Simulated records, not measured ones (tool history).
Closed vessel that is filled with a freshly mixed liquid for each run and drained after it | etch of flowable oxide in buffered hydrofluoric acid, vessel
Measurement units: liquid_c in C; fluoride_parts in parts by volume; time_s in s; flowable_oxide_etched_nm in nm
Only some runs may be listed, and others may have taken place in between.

run  hour  liquid_c  fluoride_parts  time_s  flowable_oxide_etched_nm
  1     0        25              10      30                    123.11
  2   4.6        25              10      30                    124.39
  3  11.2        25              10      30                    121.74
  4  17.1        27              10      30                    136.25
  5  25.5        28               9      30                    158.45
  6  33.3      26.5               9      30                     144.7

The next listed run, before its measurement:
  7  39.8        28               8      30                         ?

Run 7 gave flowable_oxide_etched_nm 178.81 nm.

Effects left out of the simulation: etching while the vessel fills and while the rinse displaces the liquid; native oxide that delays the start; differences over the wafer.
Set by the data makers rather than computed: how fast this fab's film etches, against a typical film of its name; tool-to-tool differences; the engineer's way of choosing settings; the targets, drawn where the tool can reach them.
